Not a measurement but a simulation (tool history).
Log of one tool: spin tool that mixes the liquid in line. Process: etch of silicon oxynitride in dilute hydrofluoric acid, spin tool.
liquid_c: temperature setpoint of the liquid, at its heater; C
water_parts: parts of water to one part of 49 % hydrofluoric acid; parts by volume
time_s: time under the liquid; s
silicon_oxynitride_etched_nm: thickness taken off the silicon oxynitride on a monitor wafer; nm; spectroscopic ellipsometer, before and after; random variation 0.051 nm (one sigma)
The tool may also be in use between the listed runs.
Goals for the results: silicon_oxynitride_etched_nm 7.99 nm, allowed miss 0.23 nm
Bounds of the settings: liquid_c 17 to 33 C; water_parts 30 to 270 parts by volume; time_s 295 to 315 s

run 1 hour=0 | liquid_c=25 water_parts=150 time_s=295 | silicon_oxynitride_etched_nm=5.7803
run 2 hour=7.6 | liquid_c=25 water_parts=175 time_s=295 | silicon_oxynitride_etched_nm=4.9017
run 3 hour=14.6 | liquid_c=25 water_parts=175 time_s=295 | silicon_oxynitride_etched_nm=4.8932
run 4 hour=19.9 | liquid_c=27 water_parts=170 time_s=295 | silicon_oxynitride_etched_nm=5.5507
run 5 hour=25.9 | liquid_c=28.5 water_parts=165 time_s=295 | silicon_oxynitride_etched_nm=6.0943
run 6 hour=31.8 | liquid_c=28.5 water_parts=190 time_s=295 | silicon_oxynitride_etched_nm=5.1071
run 7 hour=36.1 | liquid_c=29.5 water_parts=180 time_s=295 | silicon_oxynitride_etched_nm=5.7488
run 8 hour=37.7 | liquid_c=30.5 water_parts=175 time_s=295 | silicon_oxynitride_etched_nm=6.1944
run 9 hour=40.7 | liquid_c=31 water_parts=170 time_s=295 | silicon_oxynitride_etched_nm=6.5669
run 10 hour=47.9 | liquid_c=31.5 water_parts=165 time_s=295 | silicon_oxynitride_etched_nm=6.9309
run 11 hour=50.9 | liquid_c=32 water_parts=160 time_s=295 | silicon_oxynitride_etched_nm=7.3027
run 12 hour=55.9 | liquid_c=33 water_parts=150 time_s=295 | silicon_oxynitride_etched_nm=8.1618

5 candidate next runs follow, results not yet known. Just one meets every target within its allowed miss. Identify it.
run A hour=60.9 | liquid_c=33 water_parts=160 time_s=295 | silicon_oxynitride_etched_nm=?
run B hour=60.9 | liquid_c=30.5 water_parts=140 time_s=315 | silicon_oxynitride_etched_nm=?
run C hour=60.9 | liquid_c=32.5 water_parts=140 time_s=295 | silicon_oxynitride_etched_nm=?
run D hour=60.9 | liquid_c=30.5 water_parts=140 time_s=295 | silicon_oxynitride_etched_nm=?
run E hour=60.9 | liquid_c=33 water_parts=155 time_s=315 | silicon_oxynitride_etched_nm=?

move=A silicon_oxynitride_etched_nm=7.6259
move=B silicon_oxynitride_etched_nm=8.5377
move=C silicon_oxynitride_etched_nm=8.7129
move=D silicon_oxynitride_etched_nm=7.9956
move=E silicon_oxynitride_etched_nm=8.4492
A: carries the result that was furthest off beyond its target, to the other side
B: moves away from the targets compared with the last run
C: moves away from the targets compared with the last run
D: every result within its allowed miss
E: moves away from the targets compared with the last run
Go with D: it meets all targets.
